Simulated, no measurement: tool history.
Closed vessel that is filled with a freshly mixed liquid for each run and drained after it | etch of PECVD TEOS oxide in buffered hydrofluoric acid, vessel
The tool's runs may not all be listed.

run  hour  temperature setpoint of the liquid (C)  parts of 40 % ammonium fluoride to one part of 49 % hydrofluoric acid (parts by volume)  time in the liquid (s)  thickness taken off the PECVD TEOS oxide on a monitor wafer (Å)
  1   0.0                                    24.0                                                                                       13                      90                                                           902.23
  2   8.5                                    22.5                                                                                       13                      90                                                           835.45
  3   9.5                                    26.0                                                                                       13                      90                                                           989.24
  4  18.5                                    26.0                                                                                       16                      90                                                           814.31
  5  20.5                                    26.0                                                                                       14                      90                                                           923.57
  6  28.7                                    24.5                                                                                       14                      90                                                           861.11
  7  36.5                                    23.0                                                                                       14                      90                                                           779.95
  8  39.3                                    22.0                                                                                       14                      90                                                           752.90
  9  47.1                                    21.0                                                                                       14                      90                                                           711.02
 10  52.9                                    20.5                                                                                       14                      90                                                           691.73

Run 11 has not been measured yet. What should we expect?
 11  55.7                                    20.0                                                                                       14                      90                                                                ?

{"run 11": {"thickness taken off the PECVD TEOS oxide on a monitor wafer (Å)": 668.89}}
